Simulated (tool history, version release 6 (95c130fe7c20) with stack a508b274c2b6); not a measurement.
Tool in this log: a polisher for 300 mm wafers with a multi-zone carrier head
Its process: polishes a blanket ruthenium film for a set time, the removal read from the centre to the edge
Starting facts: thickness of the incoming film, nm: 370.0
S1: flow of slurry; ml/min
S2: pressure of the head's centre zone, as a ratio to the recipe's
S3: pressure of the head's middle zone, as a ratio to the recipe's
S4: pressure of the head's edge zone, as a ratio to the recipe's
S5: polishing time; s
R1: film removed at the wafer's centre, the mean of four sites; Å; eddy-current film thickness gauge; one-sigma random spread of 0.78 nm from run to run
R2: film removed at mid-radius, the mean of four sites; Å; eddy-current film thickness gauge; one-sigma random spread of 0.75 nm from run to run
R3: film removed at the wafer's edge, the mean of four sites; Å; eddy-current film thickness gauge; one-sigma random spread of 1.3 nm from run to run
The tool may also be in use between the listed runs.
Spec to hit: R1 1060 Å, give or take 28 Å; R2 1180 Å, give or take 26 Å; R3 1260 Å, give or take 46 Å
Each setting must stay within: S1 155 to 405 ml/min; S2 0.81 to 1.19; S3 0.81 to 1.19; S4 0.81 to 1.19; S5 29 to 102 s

run	hour	S1	S2	S3	S4	S5	R1	R2	R3
1	0	260	1	1	1	65	864.01	845.38	848.72
2	3.6	260	1	1	1	74	995.75	968.65	965.86
3	6.9	260	0.97	1	1	74	960.37	962.1	976.58
4	10.2	260	0.97	1	0.94	74	953.19	969.17	962.35
5	12.9	260	0.97	1	0.94	60	782.15	776.12	766.51
# hour 13.5: centre zone pressure recalibrated
6	13.5	205	0.97	1	0.94	60	703.54	754.19	733.86
7	15.6	205	0.97	1	0.94	60	704.25	760.68	756.83
8	18.2	205	0.97	1	0.96	63	736.3	796.11	800.43
9	20	205	0.97	1	0.96	63	742	785	798.03
10	21.9	210	0.96	1.01	0.98	65	767.21	828.79	833.03
11	30.4	210	0.96	1.01	0.98	65	767.7	828.78	826.13
12	35.3	215	0.95	1.01	1	67	784.23	856.42	863.37

Exactly one of the 5 candidate moves below puts every result within its allowed miss. Which one?
A	40.2	220	0.83	1.02	1.01	55	?	?	?
B	40.2	160	0.88	0.97	0.96	47	?	?	?
C	40.2	195	0.88	0.82	1.06	57	?	?	?
D	40.2	170	0.91	0.97	1.05	98	?	?	?
E	40.2	295	1.08	0.87	1.1	93	?	?	?

move	R1	R2	R3
A	562.41	715.75	708.02
B	480.88	556.96	574.09
C	604.98	607.77	737.66
D	1049.6	1173.9	1241.1
E	1281.7	1095	1265.5
A: moves away from the targets compared with the last run
B: moves away from the targets compared with the last run
C: moves away from the targets compared with the last run
D: every result lands within tolerance
E: nearer the targets than the last run, but a result is still out of spec
Move D is the one to make.
